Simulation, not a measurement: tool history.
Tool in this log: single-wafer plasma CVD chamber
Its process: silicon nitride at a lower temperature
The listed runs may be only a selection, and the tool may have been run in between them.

run	day	heater temperature setpoint (K)	chamber pressure (Torr)	RF power (W)	deposition time (s)	mean film thickness on the monitor wafer (Å)
1	0	633.15	1.31	350	23	283.05
2	0.162	633.15	1.23	335	22.9	266.12
3	0.496	633.15	1.15	330	22.9	253.17
4	0.862	641.15	1.15	330	22.9	254.17
5	0.929	641.15	1.15	330	23	254.5
6	1.221	641.15	1.15	330	23	254
7	1.421	641.15	1.09	325	23	243.76
8	1.788	641.15	1.06	325	23	240.23
9	1.888	641.15	0.89	315	22.9	208.51

Run 10, settings as shown, results not yet in. Your forecast:
10	2.188	641.15	1.05	320	22.9	?

{"run 10": {"mean film thickness on the monitor wafer (Å)": 235.66}}
